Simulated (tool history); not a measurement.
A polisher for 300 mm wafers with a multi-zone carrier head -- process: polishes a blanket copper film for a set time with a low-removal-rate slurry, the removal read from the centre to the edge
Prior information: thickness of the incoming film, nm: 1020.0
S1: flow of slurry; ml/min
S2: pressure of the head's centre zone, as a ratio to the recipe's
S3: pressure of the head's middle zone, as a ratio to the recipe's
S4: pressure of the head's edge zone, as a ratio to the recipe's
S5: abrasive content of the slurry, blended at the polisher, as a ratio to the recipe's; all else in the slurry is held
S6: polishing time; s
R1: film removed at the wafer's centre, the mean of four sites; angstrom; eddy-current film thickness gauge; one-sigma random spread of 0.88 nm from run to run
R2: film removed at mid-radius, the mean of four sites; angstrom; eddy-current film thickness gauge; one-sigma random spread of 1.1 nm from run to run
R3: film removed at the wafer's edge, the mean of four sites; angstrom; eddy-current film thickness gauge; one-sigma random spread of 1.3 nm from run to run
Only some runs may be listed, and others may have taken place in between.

run,hour,S1,S2,S3,S4,S5,S6,R1,R2,R3
1,0.0,230,1.00,1.00,1.00,1.00,51,1463.60,1451.7,1524.00
2,1.3,230,1.00,1.00,1.00,1.00,40,1145.50,1132.4,1165.70
3,8.4,195,1.00,1.00,1.00,1.00,40,1122.40,1108.2,1121.20
4,14.8,195,1.00,1.00,1.00,1.10,40,1133.70,1116.8,1153.40
5,23.1,185,0.96,1.01,0.98,1.00,40,1051.00,1102.4,1149.50
6,29.7,185,0.96,1.01,1.02,1.00,40,1049.70,1109.8,1166.50
7,30.2,185,0.96,1.01,1.02,1.00,40,1059.10,1112.7,1171.50
8,31.6,180,0.95,1.04,0.99,0.90,39,1017.20,1068.1,1063.90
9,39.7,175,0.92,1.07,0.97,0.85,39,955.04,1090.6,1082.90
10,45.9,170,0.92,1.09,0.95,0.80,39,953.31,1071.7,1035.60

Estimate the outcome of run 11 from the log above:
11,51.7,160,0.83,1.15,0.87,0.70,38,?,?,?

Run 11 yielded R1 818.34 angstrom, R2 1042.7 angstrom, R3 942.06 angstrom.
